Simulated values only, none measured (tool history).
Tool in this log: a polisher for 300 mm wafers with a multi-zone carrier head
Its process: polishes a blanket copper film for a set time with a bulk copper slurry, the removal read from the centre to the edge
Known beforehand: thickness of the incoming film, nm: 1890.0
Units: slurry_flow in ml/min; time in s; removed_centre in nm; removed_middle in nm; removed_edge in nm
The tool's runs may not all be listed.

run	day	slurry_flow	centre_zone	middle_zone	edge_zone	slurry_solids	time	removed_centre	removed_middle	removed_edge
1	0.000	190	1.00	1.00	1.00	1.00	73	649.75	675.79	635.36
2	0.204	195	1.01	1.03	1.02	1.10	75	695.99	748.29	684.69
3	0.338	195	1.01	1.03	1.02	1.00	75	675.66	708.52	669.39
4	0.400	200	1.02	1.05	1.04	1.10	76	712.10	766.25	704.75
5	0.508	205	1.03	1.07	1.06	1.20	77	761.54	799.68	733.38
6	0.762	205	1.03	1.07	1.02	1.20	77	766.48	801.53	714.60
7	1.021	210	1.03	1.09	1.04	1.25	78	775.96	839.77	741.51
8	1.262	215	1.03	1.11	1.06	1.30	79	770.62	878.29	774.29
9	1.542	220	1.04	1.12	1.07	1.35	80	829.76	903.25	802.49
10	1.617	225	1.04	1.13	1.07	1.40	80	830.49	924.49	790.12

Forecast run 11:
# day 1.738: edge zone pressure recalibrated
11	1.738	225	1.04	1.14	1.08	1.40	81	?	?	?

Run 11 came out at removed_centre 833.19 nm, removed_middle 932.20 nm, removed_edge 856.00 nm.

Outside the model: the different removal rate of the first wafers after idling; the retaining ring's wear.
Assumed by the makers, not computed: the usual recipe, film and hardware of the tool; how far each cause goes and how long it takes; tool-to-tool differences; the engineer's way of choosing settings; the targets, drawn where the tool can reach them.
